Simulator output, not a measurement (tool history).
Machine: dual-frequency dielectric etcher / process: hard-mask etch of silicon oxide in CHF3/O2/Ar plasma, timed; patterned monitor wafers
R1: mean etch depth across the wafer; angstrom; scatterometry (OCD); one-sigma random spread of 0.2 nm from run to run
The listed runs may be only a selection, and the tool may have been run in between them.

Run 1, hour 0: source power (kW) 0.64, bias power (kW) 0.141, etch time (s) 34.5. Result: R1 637.82 angstrom.
Run 2, hour 0.7: source power (kW) 0.74, bias power (kW) 0.141, etch time (s) 34.5. Result: R1 684.82 angstrom.
Run 3, hour 8.7: source power (kW) 0.74, bias power (kW) 0.141, etch time (s) 36. Result: R1 713.99 angstrom.
Run 4, hour 17.7: source power (kW) 0.67, bias power (kW) 0.137, etch time (s) 36. Result: R1 674.64 angstrom.
Run 5, hour 22.5: source power (kW) 0.61, bias power (kW) 0.136, etch time (s) 36. Result: R1 643.05 angstrom.
Run 6, hour 28.6: source power (kW) 0.61, bias power (kW) 0.114, etch time (s) 36. Result: R1 611.29 angstrom.
Run 7, hour 33.9: source power (kW) 0.59, bias power (kW) 0.113, etch time (s) 36. Result: R1 598.53 angstrom.
Run 8, hour 34.9: source power (kW) 0.57, bias power (kW) 0.113, etch time (s) 36. Result: R1 589.17 angstrom.

Run 9 is up next; what results do you expect?
Run 9, hour 40.8: source power (kW) 0.56, bias power (kW) 0.113, etch time (s) 36. Result: R1 ?.

{"run 9": {"R1": 585.19}}
